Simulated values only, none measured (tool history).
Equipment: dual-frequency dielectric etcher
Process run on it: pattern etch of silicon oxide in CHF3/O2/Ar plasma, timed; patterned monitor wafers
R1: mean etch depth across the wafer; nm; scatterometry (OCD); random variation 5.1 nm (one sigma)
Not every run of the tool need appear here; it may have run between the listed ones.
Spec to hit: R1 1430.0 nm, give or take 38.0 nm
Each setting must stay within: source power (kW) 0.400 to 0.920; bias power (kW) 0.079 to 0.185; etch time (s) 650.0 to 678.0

{"run": 1, "hour": 0.0, "source power (kW)": 0.66, "bias power (kW)": 0.132, "etch time (s)": 650.0, "R1": 1283.6}
{"run": 2, "hour": 5.0, "source power (kW)": 0.68, "bias power (kW)": 0.134, "etch time (s)": 650.5, "R1": 1290.9}
{"run": 3, "hour": 11.2, "source power (kW)": 0.7, "bias power (kW)": 0.137, "etch time (s)": 652.0, "R1": 1331.6}
{"run": 4, "hour": 14.0, "source power (kW)": 0.7, "bias power (kW)": 0.126, "etch time (s)": 652.0, "R1": 1294.7}
{"run": 5, "hour": 15.1, "source power (kW)": 0.72, "bias power (kW)": 0.128, "etch time (s)": 652.5, "R1": 1310.1}
{"run": 6, "hour": 16.8, "source power (kW)": 0.78, "bias power (kW)": 0.128, "etch time (s)": 652.5, "R1": 1346.5}
{"run": 7, "hour": 22.8, "source power (kW)": 0.79, "bias power (kW)": 0.13, "etch time (s)": 653.0, "R1": 1359.2}
{"run": 8, "hour": 25.2, "source power (kW)": 0.8, "bias power (kW)": 0.131, "etch time (s)": 653.5, "R1": 1378.8}

Which of these 5 next moves meets every target?
{"run": "A", "hour": 27.6, "source power (kW)": 0.76, "bias power (kW)": 0.116, "etch time (s)": 665.0, "R1": "?"}
{"run": "B", "hour": 27.6, "source power (kW)": 0.81, "bias power (kW)": 0.121, "etch time (s)": 650.0, "R1": "?"}
{"run": "C", "hour": 27.6, "source power (kW)": 0.77, "bias power (kW)": 0.119, "etch time (s)": 650.0, "R1": "?"}
{"run": "D", "hour": 27.6, "source power (kW)": 0.92, "bias power (kW)": 0.116, "etch time (s)": 663.0, "R1": "?"}
{"run": "E", "hour": 27.6, "source power (kW)": 0.67, "bias power (kW)": 0.134, "etch time (s)": 678.0, "R1": "?"}

move=A R1=1327.6
move=B R1=1343.8
move=C R1=1313.1
move=D R1=1420.2
move=E R1=1346.9
A: misses by more than the last run did
B: misses by more than the last run did
C: misses by more than the last run did
D: all results in spec
E: misses by more than the last run did
Move D is the one to make.
